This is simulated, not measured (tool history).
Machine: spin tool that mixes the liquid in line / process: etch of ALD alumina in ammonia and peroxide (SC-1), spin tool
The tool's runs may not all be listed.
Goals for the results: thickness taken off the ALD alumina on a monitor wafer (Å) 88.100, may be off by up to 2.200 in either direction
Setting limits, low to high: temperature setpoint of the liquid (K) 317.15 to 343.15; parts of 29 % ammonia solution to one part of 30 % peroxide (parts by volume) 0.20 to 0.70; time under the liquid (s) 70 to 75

| run | day | temperature setpoint of the liquid (K) | parts of 29 % ammonia solution to one part of 30 % peroxide (parts by volume) | time under the liquid (s) | thickness taken off the ALD alumina on a monitor wafer (Å) |
|---|---|---|---|---|---|
| 1 | 0.000 | 333.15 | 0.40 | 70 | 66.166 |
| 2 | 0.367 | 334.65 | 0.40 | 70 | 71.778 |
| 3 | 0.508 | 335.65 | 0.40 | 70 | 75.307 |
| 4 | 0.883 | 335.65 | 0.40 | 75 | 80.823 |
| 5 | 1.158 | 335.65 | 0.40 | 75 | 79.938 |
| 6 | 1.192 | 333.15 | 0.40 | 75 | 71.062 |
| 7 | 1.229 | 333.15 | 0.40 | 75 | 70.976 |
| 8 | 1.521 | 334.15 | 0.40 | 75 | 74.247 |
| 9 | 1.821 | 335.15 | 0.40 | 75 | 78.289 |

Exactly one of the 5 candidate moves below puts every result within its allowed miss. Which one?
| A | 2.121 | 333.15 | 0.30 | 70 | ? |
| B | 2.121 | 332.15 | 0.40 | 75 | ? |
| C | 2.121 | 333.65 | 0.40 | 70 | ? |
| D | 2.121 | 335.65 | 0.30 | 70 | ? |
| E | 2.121 | 337.65 | 0.35 | 75 | ? |

| move | thickness taken off the ALD alumina on a monitor wafer (Å) |
|---|---|
| A | 64.610 |
| B | 67.565 |
| C | 68.120 |
| D | 73.386 |
| E | 88.203 |
A: lands further from the targets than the last run did
B: lands further from the targets than the last run did
C: lands further from the targets than the last run did
D: lands further from the targets than the last run did
E: hits every target within its allowed miss
Answer: E
